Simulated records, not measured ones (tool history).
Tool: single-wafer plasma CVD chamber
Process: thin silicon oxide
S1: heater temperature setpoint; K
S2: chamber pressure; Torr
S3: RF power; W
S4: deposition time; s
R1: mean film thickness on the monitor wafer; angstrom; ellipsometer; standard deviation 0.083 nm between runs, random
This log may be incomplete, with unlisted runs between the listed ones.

run 1 day=0.000 | S1=663.15 S2=0.859 S3=305 S4=12.20 | R1=233.96
run 2 day=0.162 | S1=663.15 S2=0.868 S3=305 S4=12.20 | R1=233.51
run 3 day=0.225 | S1=663.15 S2=0.868 S3=265 S4=12.20 | R1=215.09
run 4 day=0.421 | S1=659.15 S2=0.868 S3=265 S4=12.20 | R1=215.91
run 5 day=0.721 | S1=659.15 S2=0.868 S3=265 S4=12.20 | R1=215.80
run 6 day=0.858 | S1=659.15 S2=0.868 S3=225 S4=12.20 | R1=190.70
run 7 day=0.971 | S1=659.15 S2=0.905 S3=225 S4=12.20 | R1=196.76
-- day=1.067 thermocouple changed; heater temperature recalibrated
run 8 day=1.067 | S1=659.15 S2=0.946 S3=225 S4=12.20 | R1=205.79
run 9 day=1.133 | S1=659.15 S2=0.976 S3=225 S4=12.20 | R1=210.99
run 10 day=1.471 | S1=659.15 S2=1.003 S3=225 S4=12.20 | R1=215.82
run 11 day=1.783 | S1=659.15 S2=1.027 S3=225 S4=12.20 | R1=218.44
run 12 day=1.850 | S1=659.15 S2=1.199 S3=225 S4=12.20 | R1=243.14

Run 13 comes next. What will it give?
run 13 day=1.967 | S1=659.15 S2=1.200 S3=225 S4=12.20 | R1=?

{"run 13": {"R1": 242.63}}
